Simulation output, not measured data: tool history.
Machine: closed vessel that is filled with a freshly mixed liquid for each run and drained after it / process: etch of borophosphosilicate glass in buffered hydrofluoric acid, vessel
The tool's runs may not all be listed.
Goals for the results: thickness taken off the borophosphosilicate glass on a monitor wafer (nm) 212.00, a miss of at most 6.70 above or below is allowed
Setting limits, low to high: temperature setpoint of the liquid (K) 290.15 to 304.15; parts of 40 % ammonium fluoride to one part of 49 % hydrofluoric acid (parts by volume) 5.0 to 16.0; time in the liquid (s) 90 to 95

run	hour	temperature setpoint of the liquid (K)	parts of 40 % ammonium fluoride to one part of 49 % hydrofluoric acid (parts by volume)	time in the liquid (s)	thickness taken off the borophosphosilicate glass on a monitor wafer (nm)
1	0.0	296.15	9.5	90	133.19
2	3.0	296.15	9.5	95	139.12
3	11.5	298.65	9.5	95	161.71
4	18.9	300.15	9.5	95	173.41
5	22.5	301.65	9.5	95	187.87
6	24.2	301.65	9.5	95	187.23
7	26.0	302.65	9.5	95	194.66
8	28.9	303.15	9.5	95	203.00

5 next moves are on the table. One of them brings every result within its allowed miss. Which?
A	31.8	302.15	8.0	90	?
B	31.8	304.15	10.5	95	?
C	31.8	303.15	9.5	90	?
D	31.8	304.15	10.0	90	?
E	31.8	303.65	10.0	95	?

move	thickness taken off the borophosphosilicate glass on a monitor wafer (nm)
A	214.67
B	197.10
C	192.12
D	195.85
E	201.45
A: each result inside its tolerance
B: misses by more than the last run did
C: misses by more than the last run did
D: misses by more than the last run did
E: misses by more than the last run did
The right move is A.

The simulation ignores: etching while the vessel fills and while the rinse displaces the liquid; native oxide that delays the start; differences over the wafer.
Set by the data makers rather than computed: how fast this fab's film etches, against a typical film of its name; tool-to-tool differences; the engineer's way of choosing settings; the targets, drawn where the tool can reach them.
